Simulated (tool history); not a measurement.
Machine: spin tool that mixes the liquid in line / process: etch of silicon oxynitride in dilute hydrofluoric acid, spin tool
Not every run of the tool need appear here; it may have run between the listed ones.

run  hour  temperature setpoint of the liquid (K)  parts of water to one part of 49 % hydrofluoric acid (parts by volume)  time under the liquid (s)  thickness taken off the silicon oxynitride on a monitor wafer (nm)
  1   0.0                                  299.15                                                                      45                         95                                                              8.6591
  2   3.0                                  299.15                                                                      45                         95                                                              8.4985
  3  10.2                                  299.15                                                                      30                         95                                                             12.9880
  4  15.5                                  297.65                                                                      35                         95                                                             10.3210
  5  19.1                                  297.65                                                                      45                         95                                                              7.8209
  6  25.0                                  296.15                                                                      45                         95                                                              7.3422

Expected results for the next run?
  7  32.8                                  295.15                                                                      45                         95                                                                   ?

{"run 7": {"thickness taken off the silicon oxynitride on a monitor wafer (nm)": 7.1333}}
